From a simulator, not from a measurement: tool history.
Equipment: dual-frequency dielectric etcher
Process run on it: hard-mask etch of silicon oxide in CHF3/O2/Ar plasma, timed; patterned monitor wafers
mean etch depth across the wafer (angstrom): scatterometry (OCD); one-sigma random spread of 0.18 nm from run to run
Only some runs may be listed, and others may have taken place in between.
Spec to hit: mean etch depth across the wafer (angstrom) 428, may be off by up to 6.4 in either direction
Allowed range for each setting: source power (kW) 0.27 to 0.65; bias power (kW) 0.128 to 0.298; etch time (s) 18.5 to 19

run,hour,source power (kW),bias power (kW),etch time (s),mean etch depth across the wafer (angstrom)
1,0,0.46,0.213,18.5,351.76
2,5.6,0.5,0.22,18.5,370.54
3,10.4,0.5,0.22,19,381.77
4,15,0.53,0.221,19,389.98
5,17.5,0.53,0.236,19,404.46
6,25.3,0.53,0.236,18.5,390.47
7,29.6,0.56,0.237,18.5,401.71
8,37.2,0.58,0.238,18.5,408.23
9,42.1,0.59,0.239,18.5,412.69
10,47.9,0.6,0.239,18.5,414.57
11,52.7,0.61,0.239,18.5,419.52
12,54.5,0.62,0.239,18.5,418.24

Which single option among these 5 for the next run brings every result within its allowed miss of target? Just one does.
A,56.3,0.57,0.241,18.5,?
B,56.3,0.63,0.25,18.5,?
C,56.3,0.59,0.248,18.5,?
D,56.3,0.65,0.255,19,?
E,56.3,0.6,0.227,19,?

move,mean etch depth across the wafer (angstrom)
A,407.3
B,431.13
C,418.2
D,452.25
E,416.66
A: lands further from the targets than the last run did
B: meets every target
C: as far off as the last run
D: the result that was furthest off in the last run now lies on the other side of its target
E: lands further from the targets than the last run did
Answer: B
